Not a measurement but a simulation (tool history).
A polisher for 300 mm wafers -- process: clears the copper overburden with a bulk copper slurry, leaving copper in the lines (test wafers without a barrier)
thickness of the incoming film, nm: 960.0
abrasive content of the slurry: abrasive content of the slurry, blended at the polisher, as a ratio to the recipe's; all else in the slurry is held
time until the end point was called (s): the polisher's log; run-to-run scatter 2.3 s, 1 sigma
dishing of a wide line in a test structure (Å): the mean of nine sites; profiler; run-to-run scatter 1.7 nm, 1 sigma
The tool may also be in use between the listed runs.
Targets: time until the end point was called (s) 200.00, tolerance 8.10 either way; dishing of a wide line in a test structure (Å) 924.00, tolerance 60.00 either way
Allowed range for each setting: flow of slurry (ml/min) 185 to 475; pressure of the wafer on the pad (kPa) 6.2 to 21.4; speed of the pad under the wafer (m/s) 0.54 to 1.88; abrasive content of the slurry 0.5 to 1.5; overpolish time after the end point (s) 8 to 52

run,day,flow of slurry (ml/min),pressure of the wafer on the pad (kPa),speed of the pad under the wafer (m/s),abrasive content of the slurry,overpolish time after the end point (s),time until the end point was called (s),dishing of a wide line in a test structure (Å)
1,0.000,305,13.8,1.20,1.0,26,122.47,928.65
2,0.238,305,11.7,1.18,1.0,31,143.34,916.03
3,0.462,305,10.3,1.16,1.0,35,158.06,923.37
4,0.825,260,10.3,1.16,1.0,35,159.99,871.36
5,1.008,190,10.3,1.16,1.0,35,166.48,880.74
6,1.246,190,8.3,1.16,1.0,35,196.26,783.82
7,1.462,190,8.3,1.16,1.0,38,197.17,795.18
8,1.671,190,8.3,1.16,1.0,41,199.48,830.27

Exactly one of the 4 candidate moves below puts every result within its allowed miss. Which one?
A,1.879,185,6.2,1.44,1.2,28,?,?
B,1.879,210,7.6,1.18,1.1,38,?,?
C,1.879,230,8.3,1.12,1.0,40,?,?
D,1.879,185,9.7,1.04,0.9,49,?,?

move,time until the end point was called (s),dishing of a wide line in a test structure (Å)
A,190.23,662.63
B,200.21,774.05
C,199.55,807.72
D,197.09,909.21
A: lands further from the targets than the last run did
B: lands further from the targets than the last run did
C: lands further from the targets than the last run did
D: in spec on every target
Correct choice: D, which meets every target
